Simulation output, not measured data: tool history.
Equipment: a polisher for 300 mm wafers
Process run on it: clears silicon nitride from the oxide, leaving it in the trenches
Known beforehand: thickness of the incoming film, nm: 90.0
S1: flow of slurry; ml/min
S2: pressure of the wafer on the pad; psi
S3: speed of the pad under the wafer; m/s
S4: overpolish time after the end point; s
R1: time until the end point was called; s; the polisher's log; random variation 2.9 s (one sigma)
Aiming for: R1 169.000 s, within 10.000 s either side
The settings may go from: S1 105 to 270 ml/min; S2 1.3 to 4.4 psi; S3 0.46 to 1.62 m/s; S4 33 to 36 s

run 1 hour=0.0 | S1=175 S2=2.8 S3=1.04 S4=33 | R1=96.561
run 2 hour=2.1 | S1=160 S2=2.8 S3=1.04 S4=33 | R1=97.588
run 3 hour=6.2 | S1=160 S2=2.8 S3=1.18 S4=33 | R1=87.200
run 4 hour=7.1 | S1=160 S2=2.8 S3=1.18 S4=33 | R1=88.714
run 5 hour=8.2 | S1=130 S2=2.8 S3=1.18 S4=33 | R1=91.342
run 6 hour=12.8 | S1=130 S2=2.4 S3=1.14 S4=33 | R1=101.840
run 7 hour=17.7 | S1=125 S2=2.1 S3=1.04 S4=33 | R1=122.620
run 8 hour=26.4 | S1=125 S2=1.3 S3=0.94 S4=33 | R1=194.690
run 9 hour=31.8 | S1=125 S2=1.4 S3=0.94 S4=33 | R1=182.590

Which single option among these 5 for the next run brings every result within its allowed miss of target? Just one does.
run A hour=37.2 | S1=130 S2=1.5 S3=0.82 S4=36 | R1=?
run B hour=37.2 | S1=115 S2=1.3 S3=0.88 S4=36 | R1=?
run C hour=37.2 | S1=105 S2=1.3 S3=0.98 S4=36 | R1=?
run D hour=37.2 | S1=170 S2=1.3 S3=0.84 S4=36 | R1=?
run E hour=37.2 | S1=105 S2=1.5 S3=1.00 S4=33 | R1=?

move=A R1=197.680
move=B R1=207.840
move=C R1=192.530
move=D R1=200.400
move=E R1=173.210
A: further off than the last run
B: further off than the last run
C: further off than the last run
D: further off than the last run
E: meets every target
Correct choice: E, which meets every target
